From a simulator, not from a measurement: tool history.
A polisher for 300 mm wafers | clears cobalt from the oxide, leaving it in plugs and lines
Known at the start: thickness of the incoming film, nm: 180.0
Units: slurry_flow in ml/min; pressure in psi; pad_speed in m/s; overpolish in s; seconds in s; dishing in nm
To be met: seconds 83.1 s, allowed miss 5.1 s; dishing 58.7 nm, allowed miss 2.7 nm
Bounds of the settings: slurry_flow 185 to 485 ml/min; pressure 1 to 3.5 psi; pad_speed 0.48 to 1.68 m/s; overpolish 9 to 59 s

run 1 day=0 | slurry_flow=310 pressure=2.2 pad_speed=1.08 overpolish=30 | seconds=30.103 dishing=77.687
run 2 day=0.208 | slurry_flow=310 pressure=2.2 pad_speed=1.32 overpolish=30 | seconds=24.714 dishing=82.277
run 3 day=0.258 | slurry_flow=305 pressure=2.1 pad_speed=1.22 overpolish=30 | seconds=27.048 dishing=79.752
run 4 day=0.296 | slurry_flow=305 pressure=2.1 pad_speed=1 overpolish=30 | seconds=34.596 dishing=75.177
run 5 day=0.517 | slurry_flow=305 pressure=2.1 pad_speed=0.9 overpolish=30 | seconds=37.642 dishing=71.16
run 6 day=0.542 | slurry_flow=305 pressure=2 pad_speed=0.86 overpolish=31 | seconds=40.432 dishing=69.625
run 7 day=0.688 | slurry_flow=305 pressure=1.9 pad_speed=0.82 overpolish=33 | seconds=43.886 dishing=68.802
run 8 day=0.8 | slurry_flow=305 pressure=1.9 pad_speed=0.82 overpolish=33 | seconds=45.276 dishing=69.722
run 9 day=0.833 | slurry_flow=305 pressure=1.8 pad_speed=0.8 overpolish=33 | seconds=47.161 dishing=67.862
run 10 day=1.167 | slurry_flow=305 pressure=1.7 pad_speed=0.78 overpolish=34 | seconds=51.592 dishing=67.145
run 11 day=1.208 | slurry_flow=305 pressure=1.6 pad_speed=0.76 overpolish=34 | seconds=55.759 dishing=64.09
run 12 day=1.5 | slurry_flow=305 pressure=1.5 pad_speed=0.74 overpolish=35 | seconds=58.052 dishing=62.935
run 13 day=1.675 | slurry_flow=300 pressure=1 pad_speed=0.52 overpolish=42 | seconds=113.76 dishing=47.297
run 14 day=1.871 | slurry_flow=300 pressure=1.1 pad_speed=0.52 overpolish=43 | seconds=108.38 dishing=49.82
run 15 day=2.021 | slurry_flow=300 pressure=1.7 pad_speed=0.54 overpolish=48 | seconds=72.135 dishing=65.283
run 16 day=2.3 | slurry_flow=300 pressure=1.6 pad_speed=0.54 overpolish=46 | seconds=75.454 dishing=64.176

5 next moves are on the table. One of them brings every result within its allowed miss. Which?
run A day=2.579 | slurry_flow=315 pressure=1.3 pad_speed=0.8 overpolish=31 | seconds=? dishing=?
run B day=2.579 | slurry_flow=295 pressure=1.4 pad_speed=0.72 overpolish=35 | seconds=? dishing=?
run C day=2.579 | slurry_flow=295 pressure=1.5 pad_speed=0.54 overpolish=43 | seconds=? dishing=?
run D day=2.579 | slurry_flow=345 pressure=1.3 pad_speed=0.64 overpolish=56 | seconds=? dishing=?
run E day=2.579 | slurry_flow=315 pressure=1.5 pad_speed=0.68 overpolish=28 | seconds=? dishing=?

move=A seconds=62.657 dishing=56.719
move=B seconds=65.578 dishing=59.242
move=C seconds=81.407 dishing=59.081
move=D seconds=77.052 dishing=69.289
move=E seconds=65.116 dishing=52.134
A: brings the result that was furthest off to its target, and leaves another outside
B: brings the result that was furthest off to its target, and leaves another outside
C: meets every target
D: further off than the last run
E: takes the result that was furthest off past its target
Answer: C
